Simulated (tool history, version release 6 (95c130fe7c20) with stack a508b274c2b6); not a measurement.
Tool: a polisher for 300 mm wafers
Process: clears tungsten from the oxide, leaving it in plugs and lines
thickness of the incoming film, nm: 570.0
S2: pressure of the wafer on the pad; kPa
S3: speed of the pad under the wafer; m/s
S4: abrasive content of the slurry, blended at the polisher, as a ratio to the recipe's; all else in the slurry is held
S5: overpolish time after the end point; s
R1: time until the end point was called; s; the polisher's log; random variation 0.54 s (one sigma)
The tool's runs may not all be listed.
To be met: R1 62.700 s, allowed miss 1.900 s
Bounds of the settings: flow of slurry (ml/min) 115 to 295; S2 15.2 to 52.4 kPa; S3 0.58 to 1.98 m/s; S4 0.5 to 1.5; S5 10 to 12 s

{"run": 1, "day": 0.0, "flow of slurry (ml/min)": 190, "S2": 33.8, "S3": 1.28, "S4": 1.0, "S5": 12, "R1": 96.324}
{"run": 2, "day": 0.217, "flow of slurry (ml/min)": 190, "S2": 35.2, "S3": 1.28, "S4": 1.0, "S5": 12, "R1": 94.321}
{"run": 3, "day": 0.542, "flow of slurry (ml/min)": 190, "S2": 35.2, "S3": 1.28, "S4": 1.0, "S5": 10, "R1": 94.432}
{"run": 4, "day": 0.571, "flow of slurry (ml/min)": 190, "S2": 36.5, "S3": 1.28, "S4": 1.0, "S5": 10, "R1": 90.363}
{"run": 5, "day": 0.662, "flow of slurry (ml/min)": 190, "S2": 37.9, "S3": 1.28, "S4": 1.0, "S5": 10, "R1": 86.596}
{"run": 6, "day": 1.012, "flow of slurry (ml/min)": 190, "S2": 39.3, "S3": 1.28, "S4": 1.0, "S5": 10, "R1": 84.521}
{"run": 7, "day": 1.183, "flow of slurry (ml/min)": 190, "S2": 39.3, "S3": 1.28, "S4": 1.0, "S5": 10, "R1": 83.789}
{"run": 8, "day": 1.296, "flow of slurry (ml/min)": 190, "S2": 40.0, "S3": 1.28, "S4": 1.0, "S5": 10, "R1": 82.813}
{"run": 9, "day": 1.5, "flow of slurry (ml/min)": 190, "S2": 41.4, "S3": 1.28, "S4": 1.0, "S5": 10, "R1": 79.192}
{"run": 10, "day": 1.821, "flow of slurry (ml/min)": 210, "S2": 49.6, "S3": 1.28, "S4": 1.0, "S5": 10, "R1": 65.655}
{"run": 11, "day": 2.071, "flow of slurry (ml/min)": 210, "S2": 49.6, "S3": 1.28, "S4": 1.0, "S5": 10, "R1": 66.83}

4 next moves are on the table. One of them brings every result within its allowed miss. Which?
{"run": "A", "day": 2.321, "flow of slurry (ml/min)": 170, "S2": 51.7, "S3": 1.2, "S4": 0.9, "S5": 12, "R1": "?"}
{"run": "B", "day": 2.321, "flow of slurry (ml/min)": 225, "S2": 44.8, "S3": 1.34, "S4": 0.9, "S5": 10, "R1": "?"}
{"run": "C", "day": 2.321, "flow of slurry (ml/min)": 215, "S2": 46.9, "S3": 1.5, "S4": 0.8, "S5": 10, "R1": "?"}
{"run": "D", "day": 2.321, "flow of slurry (ml/min)": 215, "S2": 49.6, "S3": 1.16, "S4": 1.0, "S5": 12, "R1": "?"}

move=A R1=71.484
move=B R1=70.968
move=C R1=62.691
move=D R1=72.784
A: further off than the last run
B: further off than the last run
C: meets every target
D: further off than the last run
Answer: C
